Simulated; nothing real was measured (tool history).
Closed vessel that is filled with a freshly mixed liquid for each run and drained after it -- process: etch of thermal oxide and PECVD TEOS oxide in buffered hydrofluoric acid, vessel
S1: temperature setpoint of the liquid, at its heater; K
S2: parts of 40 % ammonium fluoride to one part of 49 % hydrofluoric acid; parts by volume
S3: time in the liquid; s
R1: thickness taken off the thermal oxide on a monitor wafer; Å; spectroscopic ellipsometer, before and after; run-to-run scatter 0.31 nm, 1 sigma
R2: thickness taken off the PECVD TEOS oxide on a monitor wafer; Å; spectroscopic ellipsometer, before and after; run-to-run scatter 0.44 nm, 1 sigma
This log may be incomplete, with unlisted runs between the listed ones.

run,hour,S1,S2,S3,R1,R2
1,0,294.15,8,60,864.8,803.74
2,3.9,293.15,8.5,60,778.11,724.91
3,9.6,293.15,10,60,645.41,617.47
4,15.1,292.65,10,60,623.43,593.26
5,21.5,292.65,10,85,889.45,833.03
# hour 26.2: hydrofluoric acid flow meter replaced
6,26.2,292.65,10,95,933.2,864.05
7,29.7,292.15,10.5,90,808.76,778.05
8,38.4,292.15,11,85,745.39,679.39

Estimate the outcome of run 9 from the log above:
9,46.5,291.65,11.5,80,?,?

Run 9 measured R1 648.37 Å, R2 615.08 Å.

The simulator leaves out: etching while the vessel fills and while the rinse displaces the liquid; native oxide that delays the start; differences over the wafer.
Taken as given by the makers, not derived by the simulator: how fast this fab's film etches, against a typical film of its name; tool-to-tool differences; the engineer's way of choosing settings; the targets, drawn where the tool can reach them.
